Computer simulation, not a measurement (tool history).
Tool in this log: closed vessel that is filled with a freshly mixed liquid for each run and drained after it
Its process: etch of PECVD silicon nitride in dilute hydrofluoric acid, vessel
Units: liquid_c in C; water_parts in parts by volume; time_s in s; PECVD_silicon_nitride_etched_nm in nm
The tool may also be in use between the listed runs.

| run | day | liquid_c | water_parts | time_s | PECVD_silicon_nitride_etched_nm |
|---|---|---|---|---|---|
| 1 | 0.000 | 22.0 | 175 | 1125 | 30.542 |
| 2 | 0.075 | 24.5 | 175 | 1125 | 35.951 |
| 3 | 0.467 | 22.5 | 175 | 1125 | 31.351 |
| 4 | 0.804 | 25.0 | 175 | 1125 | 36.864 |
| 5 | 0.921 | 26.5 | 175 | 1125 | 40.457 |
| 6 | 1.254 | 27.5 | 175 | 1125 | 43.408 |

Run 7, settings as shown, results not yet in. Your forecast:
| 7 | 1.533 | 28.5 | 175 | 1125 | ? |

PECVD_silicon_nitride_etched_nm: 45.519 nm

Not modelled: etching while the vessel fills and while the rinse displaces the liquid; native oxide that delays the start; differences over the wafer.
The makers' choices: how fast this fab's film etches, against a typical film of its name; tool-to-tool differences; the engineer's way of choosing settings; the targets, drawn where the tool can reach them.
